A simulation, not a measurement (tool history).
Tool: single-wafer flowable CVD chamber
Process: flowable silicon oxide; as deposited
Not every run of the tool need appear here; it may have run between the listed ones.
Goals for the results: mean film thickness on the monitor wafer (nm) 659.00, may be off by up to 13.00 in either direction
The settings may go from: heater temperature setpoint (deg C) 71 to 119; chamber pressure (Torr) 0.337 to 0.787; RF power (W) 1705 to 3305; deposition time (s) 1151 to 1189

| run | hour | heater temperature setpoint (deg C) | chamber pressure (Torr) | RF power (W) | deposition time (s) | mean film thickness on the monitor wafer (nm) |
|---|---|---|---|---|---|---|
| 1 | 0.0 | 95 | 0.562 | 2505 | 1151 | 553.82 |
| 2 | 1.7 | 104 | 0.562 | 2505 | 1151 | 427.90 |
| 3 | 5.0 | 112 | 0.562 | 2505 | 1151 | 333.96 |
| 4 | 11.5 | 105 | 0.563 | 2505 | 1151 | 411.01 |
| 5 | 14.7 | 105 | 0.563 | 2505 | 1151 | 414.01 |
| 6 | 16.5 | 105 | 0.563 | 2505 | 1189 | 425.71 |
| 7 | 19.2 | 100 | 0.564 | 2505 | 1189 | 498.25 |
| 8 | 21.3 | 89 | 0.565 | 2505 | 1189 | 694.30 |

5 candidate next runs follow, results not yet known. Just one meets every target within its allowed miss. Identify it.
| A | 23.4 | 72 | 0.407 | 2135 | 1179 | ? |
| B | 23.4 | 88 | 0.632 | 2315 | 1151 | ? |
| C | 23.4 | 83 | 0.506 | 2015 | 1151 | ? |
| D | 23.4 | 90 | 0.571 | 3230 | 1167 | ? |
| E | 23.4 | 91 | 0.561 | 2645 | 1151 | ? |

| move | mean film thickness on the monitor wafer (nm) |
|---|---|
| A | 747.20 |
| B | 753.83 |
| C | 663.71 |
| D | 686.19 |
| E | 631.66 |
A: its largest miss is bigger than the last run's
B: its largest miss is bigger than the last run's
C: hits every target within its allowed miss
D: an improvement on the last run, though not all results are within tolerance
E: carries the result that was furthest off beyond its target, to the other side
C meets every target.
